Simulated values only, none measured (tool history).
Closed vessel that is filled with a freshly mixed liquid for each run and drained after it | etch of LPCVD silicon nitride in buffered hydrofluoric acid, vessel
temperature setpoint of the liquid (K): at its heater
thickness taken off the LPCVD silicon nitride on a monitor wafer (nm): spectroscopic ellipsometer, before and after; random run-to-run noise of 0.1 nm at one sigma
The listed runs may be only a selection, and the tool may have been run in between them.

| run | day | temperature setpoint of the liquid (K) | parts of 40 % ammonium fluoride to one part of 49 % hydrofluoric acid (parts by volume) | time in the liquid (s) | thickness taken off the LPCVD silicon nitride on a monitor wafer (nm) |
|---|---|---|---|---|---|
| 1 | 0.000 | 297.15 | 9.5 | 2285 | 36.089 |
| 2 | 0.242 | 297.15 | 7.5 | 2285 | 45.518 |
| 3 | 0.567 | 296.15 | 8.0 | 2285 | 40.134 |
| 4 | 0.750 | 295.15 | 8.5 | 2285 | 35.609 |
| 5 | 1.042 | 292.65 | 8.5 | 2285 | 30.807 |
| 6 | 1.067 | 292.15 | 9.0 | 2285 | 28.201 |
| 7 | 1.362 | 292.15 | 9.0 | 2285 | 28.270 |

Run 8 comes next. What will it give?
| 8 | 1.729 | 291.65 | 9.0 | 2285 | ? |

Run 8 came out at thickness taken off the LPCVD silicon nitride on a monitor wafer (nm) 27.520.
